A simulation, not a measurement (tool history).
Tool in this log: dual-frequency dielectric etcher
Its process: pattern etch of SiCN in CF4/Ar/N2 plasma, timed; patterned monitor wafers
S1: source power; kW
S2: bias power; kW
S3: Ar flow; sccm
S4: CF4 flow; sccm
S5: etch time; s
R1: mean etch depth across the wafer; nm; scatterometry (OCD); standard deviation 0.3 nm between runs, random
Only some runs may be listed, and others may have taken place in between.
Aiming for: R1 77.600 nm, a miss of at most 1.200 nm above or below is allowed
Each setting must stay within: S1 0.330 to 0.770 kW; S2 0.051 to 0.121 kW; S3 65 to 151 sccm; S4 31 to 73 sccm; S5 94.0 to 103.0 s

run,hour,S1,S2,S3,S4,S5,R1
1,0.0,0.550,0.086,108,52,103.0,110.520
2,6.5,0.520,0.086,108,52,103.0,104.960
3,10.5,0.520,0.086,108,44,103.0,102.180
4,13.0,0.470,0.086,108,44,103.0,92.861
5,17.4,0.460,0.086,108,44,103.0,91.423
# hour 21.4: CF4 flow controller replaced
6,21.4,0.450,0.086,108,44,103.0,87.589
7,25.5,0.440,0.086,108,44,103.0,86.405
8,28.1,0.430,0.086,108,44,103.0,84.725
9,36.8,0.420,0.086,108,44,103.0,82.854
10,42.1,0.400,0.086,108,44,103.0,79.501

5 next moves are on the table. One of them brings every result within its allowed miss. Which?
A,47.4,0.440,0.083,105,49,95.0,?
B,47.4,0.450,0.079,122,47,100.0,?
C,47.4,0.410,0.087,110,47,101.5,?
D,47.4,0.420,0.097,108,48,95.0,?
E,47.4,0.400,0.082,85,51,98.0,?

move,R1
A,79.435
B,81.003
C,80.423
D,82.021
E,76.754
A: about the same distance from the targets as the last run
B: its largest miss is bigger than the last run's
C: its largest miss is bigger than the last run's
D: its largest miss is bigger than the last run's
E: all results land within tolerance of their targets
The move that meets every target is E.
